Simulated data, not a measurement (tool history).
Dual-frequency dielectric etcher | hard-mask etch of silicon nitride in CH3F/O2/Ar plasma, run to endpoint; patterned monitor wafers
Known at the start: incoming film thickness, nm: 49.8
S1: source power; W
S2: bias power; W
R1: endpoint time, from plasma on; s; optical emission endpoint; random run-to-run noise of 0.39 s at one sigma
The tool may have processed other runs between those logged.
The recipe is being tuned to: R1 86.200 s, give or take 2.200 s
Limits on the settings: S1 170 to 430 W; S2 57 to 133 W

run    day   S1   S2      R1
  1  0.000  300   95  75.404
  2  0.275  350   95  70.603
  3  0.554  330   93  72.667
  4  0.767  330  103  71.283
  5  0.829  310  100  73.612
  6  0.954  290   98  77.119
  7  1.171  280   97  78.105
  8  1.300  270   96  79.801
  9  1.438  220   92  91.265

Below are 4 possible settings for the next run. Only one of them brings all results inside the allowed miss of their targets. Which is it?
  A  1.575  270   99   ?
  B  1.575  260  108   ?
  C  1.575  240   96   ?
  D  1.575  260  103   ?

move      R1
   A  79.985
   B  80.248
   C  85.957
   D  81.023
A: takes the biggest miss from the last run beyond its target
B: takes the biggest miss from the last run beyond its target
C: every result within its allowed miss
D: takes the biggest miss from the last run beyond its target
The right move is C.
